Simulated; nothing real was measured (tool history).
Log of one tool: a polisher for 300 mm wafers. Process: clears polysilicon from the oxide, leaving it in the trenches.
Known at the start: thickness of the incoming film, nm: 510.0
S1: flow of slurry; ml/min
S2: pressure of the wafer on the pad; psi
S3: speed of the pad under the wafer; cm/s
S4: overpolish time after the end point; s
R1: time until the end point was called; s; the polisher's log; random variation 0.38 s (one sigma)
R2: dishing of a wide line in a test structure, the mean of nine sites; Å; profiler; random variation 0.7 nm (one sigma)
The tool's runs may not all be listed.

run    day   S1   S2   S3  S4      R1      R2
  1  0.000  195  2.6   92  14  37.408  407.58
  2  0.362  195  2.6  106  14  32.692  395.77
  3  0.433  195  2.0  106  14  39.430  407.53
  4  0.683  185  2.1  106  13  37.756  402.41
  5  0.838  170  2.1  106  13  39.182  387.89
  6  0.871  220  2.1  106  13  37.730  428.14
  7  1.221  210  2.2  106  12  36.713  399.23
  8  1.400  200  2.3  106  11  35.025  380.48
  9  1.771  195  2.3  106  10  35.140  402.44
 10  1.950  250  2.2  106  16  35.618  408.38
 11  2.288  235  2.3  106  15  34.248  417.29
 12  2.358  220  2.3  106  14  35.348  419.51

Forecast run 13:
 13  2.429  210  2.3  106  13   ?   ?

R1: 34.880 s
R2: 406.64 Å
